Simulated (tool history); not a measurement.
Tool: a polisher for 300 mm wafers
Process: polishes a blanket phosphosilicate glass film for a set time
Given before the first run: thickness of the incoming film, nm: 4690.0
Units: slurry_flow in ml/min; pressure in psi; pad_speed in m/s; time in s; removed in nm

Run 1, hour 0.0: slurry_flow 195 ml/min, pressure 3.7 psi, pad_speed 1.26 m/s, slurry_solids 1.0, time 27 s. Result: removed 310.54 nm.
Run 2, hour 8.9: slurry_flow 200 ml/min, pressure 3.9 psi, pad_speed 1.26 m/s, slurry_solids 1.0, time 27 s. Result: removed 325.31 nm.
Run 3, hour 11.8: slurry_flow 150 ml/min, pressure 3.9 psi, pad_speed 1.26 m/s, slurry_solids 1.0, time 27 s. Result: removed 316.99 nm.
Run 4, hour 13.5: slurry_flow 150 ml/min, pressure 4.4 psi, pad_speed 1.26 m/s, slurry_solids 1.0, time 27 s. Result: removed 358.53 nm.
Run 5, hour 15.5: slurry_flow 150 ml/min, pressure 4.4 psi, pad_speed 1.26 m/s, slurry_solids 1.0, time 24 s. Result: removed 313.27 nm.
Run 6, hour 20.4: slurry_flow 155 ml/min, pressure 4.6 psi, pad_speed 1.26 m/s, slurry_solids 1.0, time 24 s. Result: removed 328.85 nm.
Run 7, hour 23.5: slurry_flow 155 ml/min, pressure 4.8 psi, pad_speed 1.26 m/s, slurry_solids 1.0, time 24 s. Result: removed 347.19 nm.
Run 8, hour 29.0: slurry_flow 160 ml/min, pressure 4.9 psi, pad_speed 1.26 m/s, slurry_solids 1.0, time 24 s. Result: removed 359.58 nm.

Run 9, settings as shown, results not yet in. Your forecast:
Run 9, hour 35.5: slurry_flow 165 ml/min, pressure 5.0 psi, pad_speed 1.26 m/s, slurry_solids 1.0, time 24 s. Result: removed ?.

removed: 363.40 nm
